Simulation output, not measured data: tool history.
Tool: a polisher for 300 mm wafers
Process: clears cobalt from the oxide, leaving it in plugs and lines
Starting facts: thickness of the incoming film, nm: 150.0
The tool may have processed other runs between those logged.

run,hour,flow of slurry (ml/min),pressure of the wafer on the pad (kPa),speed of the pad under the wafer (m/s),overpolish time after the end point (s),time until the end point was called (s),dishing of a wide line in a test structure (nm)
1,0,180,9,1.18,8,46.521,23.979
2,1.2,195,9,1.18,8,46.9,23.498
3,6.1,155,9,1.18,8,47.654,22.634
4,7.8,145,8.3,1.16,7,52.966,18.423
5,11.4,145,8.3,1.34,7,45.957,19.944
6,18.2,140,7.6,1.36,6,51.039,17.324
7,22.9,135,7.6,1.24,5,54.64,12.848
# hour 23.8: worn pad replaced by a new one
8,23.8,130,8.3,1.1,4,52.286,11.352
9,31.7,125,8.3,1,4,55.95,10.372
10,38.1,120,8.3,0.92,4,60.019,9.5428
11,39.2,120,8.3,0.84,4,64.76,8.794

Expected results for the next run?
12,41.7,120,8.3,0.78,4,?,?

{"run 12": {"time until the end point was called (s)": 70.962, "dishing of a wide line in a test structure (nm)": 8.282}}

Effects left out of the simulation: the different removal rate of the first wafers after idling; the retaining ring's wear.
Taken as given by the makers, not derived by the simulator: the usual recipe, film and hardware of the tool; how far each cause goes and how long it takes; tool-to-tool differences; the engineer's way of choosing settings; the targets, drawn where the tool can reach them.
